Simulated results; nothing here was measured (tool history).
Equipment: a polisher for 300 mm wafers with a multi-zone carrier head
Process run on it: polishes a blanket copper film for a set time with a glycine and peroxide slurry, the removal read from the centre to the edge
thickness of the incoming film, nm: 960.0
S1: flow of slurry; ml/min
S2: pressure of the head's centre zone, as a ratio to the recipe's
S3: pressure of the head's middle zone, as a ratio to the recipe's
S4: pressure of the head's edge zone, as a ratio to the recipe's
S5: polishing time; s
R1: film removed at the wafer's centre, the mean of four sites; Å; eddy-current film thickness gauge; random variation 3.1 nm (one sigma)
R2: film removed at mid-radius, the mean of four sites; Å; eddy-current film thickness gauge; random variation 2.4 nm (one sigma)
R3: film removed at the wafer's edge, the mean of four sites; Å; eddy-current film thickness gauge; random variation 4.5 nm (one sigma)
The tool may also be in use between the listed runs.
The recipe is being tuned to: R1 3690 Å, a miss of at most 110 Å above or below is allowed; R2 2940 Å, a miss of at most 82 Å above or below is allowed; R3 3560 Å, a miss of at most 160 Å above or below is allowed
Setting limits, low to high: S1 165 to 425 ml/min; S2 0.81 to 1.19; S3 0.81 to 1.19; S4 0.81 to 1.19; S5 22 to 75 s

Run 1, day 0: S1 275 ml/min, S2 1, S3 1, S4 1, S5 48 s. Result: R1 2467.6 Å, R2 2417.7 Å, R3 2505.1 Å.
Run 2, day 0.329: S1 275 ml/min, S2 1.01, S3 0.99, S4 1.02, S5 49 s. Result: R1 2538.8 Å, R2 2460.1 Å, R3 2578.2 Å.
Run 3, day 0.462: S1 275 ml/min, S2 1.02, S3 0.98, S4 1.04, S5 50 s. Result: R1 2618.8 Å, R2 2480.3 Å, R3 2713.7 Å.
Run 4, day 0.692: S1 275 ml/min, S2 1.02, S3 0.98, S4 0.96, S5 50 s. Result: R1 2627.2 Å, R2 2474.6 Å, R3 2562.3 Å.
Run 5, day 0.758: S1 275 ml/min, S2 1.02, S3 0.98, S4 0.9, S5 50 s. Result: R1 2602.5 Å, R2 2480.5 Å, R3 2478.6 Å.
Run 6, day 1.021: S1 275 ml/min, S2 1.02, S3 0.98, S4 0.9, S5 43 s. Result: R1 2244.3 Å, R2 2145 Å, R3 2139 Å.
Run 7, day 1.054: S1 275 ml/min, S2 1.03, S3 0.98, S4 0.93, S5 45 s. Result: R1 2352.3 Å, R2 2256.9 Å, R3 2236.9 Å.
Run 8, day 1.175: S1 275 ml/min, S2 1.04, S3 0.97, S4 0.95, S5 47 s. Result: R1 2459.7 Å, R2 2309.5 Å, R3 2406.7 Å.
Run 9, day 1.35: S1 280 ml/min, S2 1.06, S3 0.96, S4 0.96, S5 49 s. Result: R1 2630.6 Å, R2 2423.1 Å, R3 2484 Å.
At day 1.546: worn pad replaced by a new one.
Run 10, day 1.546: S1 275 ml/min, S2 1.07, S3 0.95, S4 0.98, S5 50 s. Result: R1 3029 Å, R2 2701 Å, R3 2914.6 Å.
Run 11, day 1.746: S1 270 ml/min, S2 1.08, S3 0.94, S4 0.99, S5 50 s. Result: R1 3058.6 Å, R2 2670.5 Å, R3 2924.1 Å.

Exactly one of the 5 candidate moves below puts every result within its allowed miss. Which one?
Run A, day 1.946: S1 240 ml/min, S2 0.82, S3 0.83, S4 1.13, S5 58 s. Result: R1 ?, R2 ?, R3 ?.
Run B, day 1.946: S1 310 ml/min, S2 1.01, S3 1.16, S4 0.96, S5 44 s. Result: R1 ?, R2 ?, R3 ?.
Run C, day 1.946: S1 215 ml/min, S2 1.14, S3 0.88, S4 1.1, S5 59 s. Result: R1 ?, R2 ?, R3 ?.
Run D, day 1.946: S1 225 ml/min, S2 0.83, S3 0.86, S4 1.16, S5 53 s. Result: R1 ?, R2 ?, R3 ?.
Run E, day 1.946: S1 200 ml/min, S2 0.96, S3 1.01, S4 1.06, S5 45 s. Result: R1 ?, R2 ?, R3 ?.

move      R1      R2      R3
   A  2831.2  2805.7  3571.6
   B    2572  2869.8    2523
   C  3679.8  2967.2  3559.9
   D  2597.5  2627.2  3295.2
   E  2440.6  2527.9    2650
A: moves away from the targets compared with the last run
B: moves away from the targets compared with the last run
C: every result within its allowed miss
D: moves away from the targets compared with the last run
E: moves away from the targets compared with the last run
Move C is the one to make.
